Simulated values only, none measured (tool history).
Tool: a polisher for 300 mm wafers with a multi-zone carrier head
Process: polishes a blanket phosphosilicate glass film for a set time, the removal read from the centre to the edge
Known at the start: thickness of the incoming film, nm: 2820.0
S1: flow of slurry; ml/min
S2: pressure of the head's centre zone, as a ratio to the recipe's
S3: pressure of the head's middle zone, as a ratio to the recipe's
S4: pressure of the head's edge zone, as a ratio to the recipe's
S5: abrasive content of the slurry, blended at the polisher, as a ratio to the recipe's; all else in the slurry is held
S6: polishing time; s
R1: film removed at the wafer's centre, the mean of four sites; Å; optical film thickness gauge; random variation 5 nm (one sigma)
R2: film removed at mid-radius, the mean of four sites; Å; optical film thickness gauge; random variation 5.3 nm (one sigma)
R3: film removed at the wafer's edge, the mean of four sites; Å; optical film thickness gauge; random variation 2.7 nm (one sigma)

| run | day | S1 | S2 | S3 | S4 | S5 | S6 | R1 | R2 | R3 |
|---|---|---|---|---|---|---|---|---|---|---|
| 1 | 0.000 | 295 | 1.00 | 1.00 | 1.00 | 1.00 | 48 | 5082.0 | 5227.9 | 5262.3 |
| 2 | 0.138 | 295 | 1.00 | 1.08 | 1.00 | 1.00 | 48 | 5151.5 | 5382.3 | 5264.4 |
| 3 | 0.221 | 295 | 1.00 | 1.08 | 1.00 | 0.90 | 48 | 4781.2 | 4961.3 | 4834.7 |
| 4 | 0.425 | 295 | 1.04 | 1.08 | 1.00 | 0.90 | 48 | 4888.1 | 5023.2 | 4888.5 |
| 5 | 0.650 | 295 | 1.04 | 1.08 | 1.00 | 0.90 | 56 | 5838.3 | 5929.3 | 5612.4 |
| 6 | 0.842 | 295 | 0.99 | 1.08 | 1.00 | 0.90 | 56 | 5506.0 | 5972.1 | 5652.6 |
| 7 | 1.021 | 295 | 0.99 | 1.08 | 1.00 | 0.90 | 56 | 5511.5 | 5962.2 | 5657.7 |
| 8 | 1.279 | 290 | 1.01 | 1.06 | 0.98 | 0.85 | 56 | 5369.0 | 5505.7 | 5367.7 |

The next listed run, before its measurement:
| 9 | 1.567 | 285 | 1.02 | 1.07 | 0.95 | 0.85 | 56 | ? | ? | ? |

{"run 9": {"R1": 5333.0, "R2": 5592.3, "R3": 5334.7}}

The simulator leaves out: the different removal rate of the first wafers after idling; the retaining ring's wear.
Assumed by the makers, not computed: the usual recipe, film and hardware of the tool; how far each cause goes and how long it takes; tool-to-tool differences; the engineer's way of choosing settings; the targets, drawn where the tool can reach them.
